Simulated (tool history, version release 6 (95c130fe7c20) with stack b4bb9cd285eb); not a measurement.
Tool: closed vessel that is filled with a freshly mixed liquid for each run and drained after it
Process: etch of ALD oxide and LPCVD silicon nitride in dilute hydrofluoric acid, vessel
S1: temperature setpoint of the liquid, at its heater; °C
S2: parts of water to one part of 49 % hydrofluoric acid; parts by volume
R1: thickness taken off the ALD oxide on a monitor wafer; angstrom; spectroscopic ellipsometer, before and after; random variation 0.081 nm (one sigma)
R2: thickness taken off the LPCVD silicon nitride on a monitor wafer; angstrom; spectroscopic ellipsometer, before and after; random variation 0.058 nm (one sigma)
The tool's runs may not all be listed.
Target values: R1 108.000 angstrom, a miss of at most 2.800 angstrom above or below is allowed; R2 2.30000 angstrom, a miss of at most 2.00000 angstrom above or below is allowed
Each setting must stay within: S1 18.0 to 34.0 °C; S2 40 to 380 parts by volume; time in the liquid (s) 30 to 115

run 1 hour=0.0 | S1=26.0 S2=210 time_in_the_liquid_(s)=60 | R1=70.596 R2=1.99150
run 2 hour=4.2 | S1=26.0 S2=255 time_in_the_liquid_(s)=60 | R1=55.792 R2=0.95371
run 3 hour=11.5 | S1=27.5 S2=255 time_in_the_liquid_(s)=60 | R1=58.591 R2=1.61340
run 4 hour=18.8 | S1=27.5 S2=295 time_in_the_liquid_(s)=60 | R1=47.909 R2=1.33460
run 5 hour=24.6 | S1=27.5 S2=330 time_in_the_liquid_(s)=60 | R1=41.715 R2=0.93242
run 6 hour=26.7 | S1=27.5 S2=330 time_in_the_liquid_(s)=85 | R1=58.442 R2=1.17990
run 7 hour=29.1 | S1=27.5 S2=330 time_in_the_liquid_(s)=85 | R1=58.873 R2=1.34390
run 8 hour=36.3 | S1=31.5 S2=250 time_in_the_liquid_(s)=85 | R1=95.498 R2=1.84110
run 9 hour=43.9 | S1=32.0 S2=245 time_in_the_liquid_(s)=85 | R1=101.460 R2=3.04820
run 10 hour=52.2 | S1=32.0 S2=240 time_in_the_liquid_(s)=85 | R1=102.840 R2=3.64980
run 11 hour=53.5 | S1=31.5 S2=235 time_in_the_liquid_(s)=85 | R1=103.920 R2=2.38590

Exercise: of the 4 proposed moves below, exactly one satisfies all targets within the stated allowed misses. Which move is it?
run A hour=54.8 | S1=29.5 S2=220 time_in_the_liquid_(s)=90 | R1=? R2=?
run B hour=54.8 | S1=29.0 S2=195 time_in_the_liquid_(s)=75 | R1=? R2=?
run C hour=54.8 | S1=31.0 S2=225 time_in_the_liquid_(s)=90 | R1=? R2=?
run D hour=54.8 | S1=31.5 S2=145 time_in_the_liquid_(s)=45 | R1=? R2=?

move=A R1=113.890 R2=2.24270
move=B R1=108.430 R2=2.05040
move=C R1=116.470 R2=2.39480
move=D R1=101.900 R2=1.93500
A: takes the result that was furthest off past its target
B: every result lands within tolerance
C: takes the result that was furthest off past its target
D: lands further from the targets than the last run did
B is the move that brings every result within its allowed miss.
